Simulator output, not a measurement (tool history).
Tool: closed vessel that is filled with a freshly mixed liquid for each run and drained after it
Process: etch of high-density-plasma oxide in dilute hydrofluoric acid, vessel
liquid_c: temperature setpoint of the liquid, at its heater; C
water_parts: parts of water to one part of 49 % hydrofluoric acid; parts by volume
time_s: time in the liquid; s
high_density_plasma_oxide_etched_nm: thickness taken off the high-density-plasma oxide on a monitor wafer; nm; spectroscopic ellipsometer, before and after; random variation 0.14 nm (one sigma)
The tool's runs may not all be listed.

| run | hour | liquid_c | water_parts | time_s | high_density_plasma_oxide_etched_nm |
|---|---|---|---|---|---|
| 1 | 0 | 22 | 180 | 140 | 6.8907 |
| 2 | 8.3 | 22 | 140 | 140 | 9.1545 |
| 3 | 14.3 | 22 | 105 | 140 | 12.683 |
| 4 | 18.2 | 22.5 | 105 | 140 | 13.174 |
| 5 | 25.1 | 22.5 | 40 | 140 | 37.525 |
| 6 | 29 | 22 | 45 | 140 | 31.669 |
| 7 | 37.6 | 21.5 | 50 | 140 | 28.113 |
| 8 | 40.7 | 21 | 55 | 140 | 24.894 |
| 9 | 47 | 20.5 | 55 | 140 | 24.623 |
| 10 | 47.9 | 20 | 55 | 140 | 23.91 |
| 11 | 50.6 | 19.5 | 55 | 140 | 23.196 |

The next listed run, before its measurement:
| 12 | 59.4 | 19 | 55 | 140 | ? |

Run 12 gave high_density_plasma_oxide_etched_nm 22.702 nm.
